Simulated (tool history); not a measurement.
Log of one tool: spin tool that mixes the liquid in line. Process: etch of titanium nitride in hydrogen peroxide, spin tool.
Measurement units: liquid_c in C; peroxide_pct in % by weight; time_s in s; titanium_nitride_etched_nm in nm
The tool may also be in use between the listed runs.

run	hour	liquid_c	peroxide_pct	time_s	titanium_nitride_etched_nm
1	0.0	48.0	21.0	100	7.1151
2	6.0	48.5	21.0	100	7.3089
3	8.1	48.5	23.5	100	7.4212
4	9.2	48.5	21.0	100	7.1109
5	9.8	48.5	23.5	100	7.4583
6	12.7	48.5	27.5	100	7.7028
7	17.6	49.0	27.5	100	8.0379
8	18.2	49.5	27.5	100	8.3059

Estimate the outcome of run 9 from the log above:
9	20.6	50.0	27.5	100	?

Run 9 measured titanium_nitride_etched_nm 8.4898 nm.
